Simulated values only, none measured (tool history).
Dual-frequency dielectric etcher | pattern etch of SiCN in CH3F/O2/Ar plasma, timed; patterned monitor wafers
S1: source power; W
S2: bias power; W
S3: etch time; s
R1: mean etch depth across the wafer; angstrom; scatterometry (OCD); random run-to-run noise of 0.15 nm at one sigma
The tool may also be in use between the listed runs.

Run 1, hour 0: S1 410 W, S2 101 W, S3 92.5 s. Result: R1 410.51 angstrom.
Run 2, hour 5.5: S1 400 W, S2 100 W, S3 92.5 s. Result: R1 403.58 angstrom.
Run 3, hour 13.5: S1 440 W, S2 100 W, S3 92.5 s. Result: R1 415.7 angstrom.
Run 4, hour 21.5: S1 420 W, S2 98 W, S3 92.5 s. Result: R1 406.23 angstrom.
Run 5, hour 23.2: S1 420 W, S2 98 W, S3 96.5 s. Result: R1 422.66 angstrom.
Run 6, hour 25.5: S1 420 W, S2 84 W, S3 96.5 s. Result: R1 382.57 angstrom.
Run 7, hour 31.8: S1 410 W, S2 84 W, S3 96.5 s. Result: R1 382.2 angstrom.

What will run 8 give?
Run 8, hour 32.4: S1 400 W, S2 84 W, S3 96.5 s. Result: R1 ?.

R1: 376.77 angstrom
